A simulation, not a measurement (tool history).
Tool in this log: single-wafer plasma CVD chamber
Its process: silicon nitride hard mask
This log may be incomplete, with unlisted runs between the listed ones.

run	hour	heater temperature setpoint (deg C)	chamber pressure (Pa)	RF power (W)	deposition time (s)	mean film thickness on the monitor wafer (Å)
1	0.0	405	169	265	27.9	270.94
2	0.6	405	195	265	27.9	283.73
3	8.0	405	195	265	27.9	285.49
4	12.2	405	220	265	27.9	295.70
5	14.0	415	220	265	27.9	295.59
6	21.7	415	199	255	27.8	277.58
7	26.6	415	185	250	27.8	267.71

Estimate the outcome of run 8 from the log above:
8	34.1	415	176	245	27.8	?

mean film thickness on the monitor wafer (Å): 258.06
